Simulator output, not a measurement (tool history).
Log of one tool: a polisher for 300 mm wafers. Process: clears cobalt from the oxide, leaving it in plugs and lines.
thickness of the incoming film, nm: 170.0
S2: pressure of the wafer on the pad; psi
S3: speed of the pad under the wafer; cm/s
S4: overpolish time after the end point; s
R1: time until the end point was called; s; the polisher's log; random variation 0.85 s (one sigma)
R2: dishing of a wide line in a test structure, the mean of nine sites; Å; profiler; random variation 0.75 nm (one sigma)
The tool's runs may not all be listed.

Run 1, hour 0.0: flow of slurry (ml/min) 205, S2 1.5 psi, S3 116 cm/s, S4 29 s. Result: R1 43.169 s, R2 470.17 Å.
Run 2, hour 2.6: flow of slurry (ml/min) 205, S2 1.4 psi, S3 114 cm/s, S4 30 s. Result: R1 45.939 s, R2 472.93 Å.
Run 3, hour 9.1: flow of slurry (ml/min) 205, S2 1.3 psi, S3 112 cm/s, S4 30 s. Result: R1 51.141 s, R2 458.54 Å.
Run 4, hour 17.2: flow of slurry (ml/min) 205, S2 1.2 psi, S3 112 cm/s, S4 31 s. Result: R1 55.493 s, R2 451.87 Å.
Run 5, hour 21.4: flow of slurry (ml/min) 205, S2 1.1 psi, S3 112 cm/s, S4 32 s. Result: R1 59.869 s, R2 437.02 Å.
Run 6, hour 22.0: flow of slurry (ml/min) 205, S2 1.0 psi, S3 112 cm/s, S4 33 s. Result: R1 64.816 s, R2 438.29 Å.
Run 7, hour 30.0: flow of slurry (ml/min) 205, S2 1.0 psi, S3 112 cm/s, S4 33 s. Result: R1 65.053 s, R2 448.24 Å.
Run 8, hour 35.3: flow of slurry (ml/min) 200, S2 0.7 psi, S3 108 cm/s, S4 35 s. Result: R1 96.320 s, R2 371.15 Å.
Run 9, hour 42.6: flow of slurry (ml/min) 245, S2 0.9 psi, S3 108 cm/s, S4 44 s. Result: R1 73.361 s, R2 462.78 Å.

Run 10 comes next. What will it give?
Run 10, hour 46.0: flow of slurry (ml/min) 240, S2 0.9 psi, S3 108 cm/s, S4 44 s. Result: R1 ?, R2 ?.

Run 10 gave R1 74.093 s, R2 452.29 Å.
